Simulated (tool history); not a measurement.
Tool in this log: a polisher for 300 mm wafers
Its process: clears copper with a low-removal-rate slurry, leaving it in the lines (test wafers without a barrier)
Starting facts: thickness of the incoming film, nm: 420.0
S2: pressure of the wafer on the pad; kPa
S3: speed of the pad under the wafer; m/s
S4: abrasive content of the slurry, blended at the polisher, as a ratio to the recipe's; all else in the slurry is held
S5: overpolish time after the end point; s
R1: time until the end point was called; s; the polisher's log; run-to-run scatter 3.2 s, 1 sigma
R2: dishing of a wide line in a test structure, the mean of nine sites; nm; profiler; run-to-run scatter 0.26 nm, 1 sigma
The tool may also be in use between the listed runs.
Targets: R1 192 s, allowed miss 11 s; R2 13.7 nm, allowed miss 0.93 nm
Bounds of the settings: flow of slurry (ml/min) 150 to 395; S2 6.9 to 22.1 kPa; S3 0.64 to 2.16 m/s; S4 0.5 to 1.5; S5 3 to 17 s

run 1 hour=0 | flow_of_slurry_(ml/min)=250 S2=14.5 S3=1.4 S4=1 S5=9 | R1=135.31 R2=18.043
run 2 hour=8.9 | flow_of_slurry_(ml/min)=250 S2=13.1 S3=1.38 S4=1 S5=9 | R1=150.52 R2=16.447
run 3 hour=15.1 | flow_of_slurry_(ml/min)=250 S2=12.4 S3=1.38 S4=1 S5=9 | R1=157.53 R2=15.61
run 4 hour=22.2 | flow_of_slurry_(ml/min)=250 S2=12.4 S3=1.38 S4=1.2 S5=9 | R1=158.32 R2=16.04
run 5 hour=24.2 | flow_of_slurry_(ml/min)=250 S2=11.7 S3=1.38 S4=1.2 S5=9 | R1=168.85 R2=15.209
run 6 hour=28.6 | flow_of_slurry_(ml/min)=250 S2=11.7 S3=1.38 S4=1.2 S5=12 | R1=162.78 R2=19.387
run 7 hour=32.5 | flow_of_slurry_(ml/min)=250 S2=11 S3=1.38 S4=1.2 S5=11 | R1=173.81 R2=17.421
run 8 hour=39.1 | flow_of_slurry_(ml/min)=250 S2=11 S3=1.38 S4=1.2 S5=10 | R1=176.03 R2=16.091

Which single option among these 5 for the next run brings every result within its allowed miss of target? Just one does.
run A hour=45.7 | flow_of_slurry_(ml/min)=205 S2=11.7 S3=1.4 S4=1.2 S5=7 | R1=? R2=?
run B hour=45.7 | flow_of_slurry_(ml/min)=265 S2=11.7 S3=1.38 S4=1.2 S5=12 | R1=? R2=?
run C hour=45.7 | flow_of_slurry_(ml/min)=240 S2=10.3 S3=1.36 S4=1.25 S5=9 | R1=? R2=?
run D hour=45.7 | flow_of_slurry_(ml/min)=280 S2=9.7 S3=1.28 S4=1.35 S5=15 | R1=? R2=?
run E hour=45.7 | flow_of_slurry_(ml/min)=255 S2=12.4 S3=1.22 S4=1.25 S5=13 | R1=? R2=?

move=A R1=164.88 R2=12.464
move=B R1=161.74 R2=19.677
move=C R1=185.74 R2=13.887
move=D R1=203.56 R2=19.367
move=E R1=171.04 R2=20.103
A: moves the result that the last run missed by most past its target, out the other side
B: misses by more than the last run did
C: meets every target
D: misses by more than the last run did
E: misses by more than the last run did
Answer: C
